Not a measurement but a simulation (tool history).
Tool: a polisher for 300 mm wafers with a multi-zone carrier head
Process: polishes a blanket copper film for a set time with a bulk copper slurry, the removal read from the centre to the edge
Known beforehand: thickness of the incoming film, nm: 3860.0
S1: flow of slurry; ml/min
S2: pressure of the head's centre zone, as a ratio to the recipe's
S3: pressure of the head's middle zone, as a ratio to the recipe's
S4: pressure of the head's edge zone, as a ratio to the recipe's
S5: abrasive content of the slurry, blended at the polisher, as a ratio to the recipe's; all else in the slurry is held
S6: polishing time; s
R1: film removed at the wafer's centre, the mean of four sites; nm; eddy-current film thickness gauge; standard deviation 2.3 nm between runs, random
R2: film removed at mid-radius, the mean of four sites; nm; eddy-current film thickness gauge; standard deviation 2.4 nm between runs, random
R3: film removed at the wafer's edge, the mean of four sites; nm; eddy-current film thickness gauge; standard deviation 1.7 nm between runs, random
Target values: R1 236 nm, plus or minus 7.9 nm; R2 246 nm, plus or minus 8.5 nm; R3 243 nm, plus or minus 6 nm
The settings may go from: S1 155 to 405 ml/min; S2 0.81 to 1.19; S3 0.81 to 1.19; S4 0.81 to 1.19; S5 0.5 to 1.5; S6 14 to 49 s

run 1 hour=0 | S1=260 S2=1 S3=1 S4=1 S5=1 S6=31 | R1=309.54 R2=317.23 R3=310.63
run 2 hour=0.6 | S1=260 S2=0.94 S3=1 S4=1 S5=1 S6=31 | R1=293.22 R2=316.6 R3=303.89
run 3 hour=9.5 | S1=255 S2=0.92 S3=0.97 S4=0.97 S5=0.9 S6=31 | R1=269.81 R2=302.06 R3=290.37
run 4 hour=13.1 | S1=255 S2=0.92 S3=0.97 S4=0.97 S5=0.7 S6=31 | R1=249.39 R2=273.97 R3=264.18
run 5 hour=13.8 | S1=250 S2=0.92 S3=0.95 S4=0.95 S5=0.7 S6=31 | R1=249.22 R2=270.2 R3=265.9
run 6 hour=14.4 | S1=250 S2=0.92 S3=0.95 S4=0.95 S5=0.7 S6=37 | R1=297.22 R2=327.98 R3=313.81
run 7 hour=19.6 | S1=250 S2=0.92 S3=0.93 S4=0.93 S5=0.65 S6=36 | R1=284.49 R2=305.45 R3=294.3
run 8 hour=26.9 | S1=245 S2=0.91 S3=0.91 S4=0.91 S5=0.6 S6=36 | R1=269.6 R2=289.28 R3=282.82
run 9 hour=30.1 | S1=220 S2=0.91 S3=0.85 S4=0.81 S5=0.5 S6=34 | R1=229.96 R2=236.65 R3=228.61
run 10 hour=34.5 | S1=230 S2=0.91 S3=0.85 S4=0.82 S5=0.5 S6=34 | R1=231.18 R2=240.46 R3=230.43
run 11 hour=37.8 | S1=260 S2=0.91 S3=0.84 S4=0.9 S5=0.55 S6=34 | R1=248.17 R2=253.67 R3=257.46
run 12 hour=40 | S1=250 S2=0.91 S3=0.84 S4=0.89 S5=0.55 S6=34 | R1=240.31 R2=251.9 R3=257.49
run 13 hour=43.6 | S1=245 S2=0.91 S3=0.84 S4=0.88 S5=0.55 S6=34 | R1=243.56 R2=250.7 R3=254.04
run 14 hour=46.4 | S1=240 S2=0.91 S3=0.84 S4=0.87 S5=0.55 S6=34 | R1=244.79 R2=250.18 R3=248.56

Exercise: of the 5 proposed moves below, exactly one satisfies all targets within the stated allowed misses. Which move is it?
run A hour=49.2 | S1=245 S2=0.84 S3=0.88 S4=0.81 S5=0.5 S6=34 | R1=? R2=? R3=?
run B hour=49.2 | S1=275 S2=0.85 S3=0.86 S4=0.88 S5=0.5 S6=34 | R1=? R2=? R3=?
run C hour=49.2 | S1=245 S2=0.86 S3=0.81 S4=0.96 S5=0.6 S6=30 | R1=? R2=? R3=?
run D hour=49.2 | S1=285 S2=0.91 S3=0.86 S4=0.89 S5=0.65 S6=30 | R1=? R2=? R3=?
run E hour=49.2 | S1=250 S2=0.86 S3=0.88 S4=0.98 S5=0.5 S6=34 | R1=? R2=? R3=?

move=A R1=217.42 R2=249.25 R3=232.44
move=B R1=223.52 R2=249.86 R3=243.86
move=C R1=213.52 R2=229.24 R3=241.04
move=D R1=238.32 R2=248.5 R3=243.63
move=E R1=223.29 R2=249.83 R3=254.08
A: carries the result that was furthest off beyond its target, to the other side
B: carries the result that was furthest off beyond its target, to the other side
C: carries the result that was furthest off beyond its target, to the other side
D: each result inside its tolerance
E: carries the result that was furthest off beyond its target, to the other side
Move D is the one to make.
